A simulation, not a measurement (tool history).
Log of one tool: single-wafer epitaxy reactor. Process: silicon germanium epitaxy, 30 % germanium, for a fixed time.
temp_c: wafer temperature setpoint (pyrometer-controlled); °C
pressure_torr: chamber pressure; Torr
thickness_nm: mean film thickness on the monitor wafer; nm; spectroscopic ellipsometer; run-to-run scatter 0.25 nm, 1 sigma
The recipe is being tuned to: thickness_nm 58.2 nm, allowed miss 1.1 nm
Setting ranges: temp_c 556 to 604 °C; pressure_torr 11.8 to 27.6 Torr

run	hour	temp_c	pressure_torr	thickness_nm
1	0	580	19.7	37.551
2	2.9	580	16.7	34.681
3	8.2	580	14.2	32.277
4	15.7	580	16.7	34.881
5	18	580	18.7	36.663
6	24	580	19.9	37.734
7	32.5	580	19.9	37.414
8	37.8	585	20	41.024
9	42.3	589	20.3	44.097
# hour 50.3: capacitance manometer re-zeroed and calibrated
10	50.3	592	20.6	47.893

Which of these 5 next moves meets every target?
A	58.3	599	20.3	?
B	58.3	600	23.2	?
C	58.3	577	17.9	?
D	58.3	600	18.8	?
E	58.3	575	19.2	?

move	thickness_nm
A	53.744
B	57.89
C	35.317
D	52.808
E	35.212
A: nearer the targets than the last run, but a result is still out of spec
B: every result lands within tolerance
C: moves away from the targets compared with the last run
D: nearer the targets than the last run, but a result is still out of spec
E: moves away from the targets compared with the last run
Answer: B
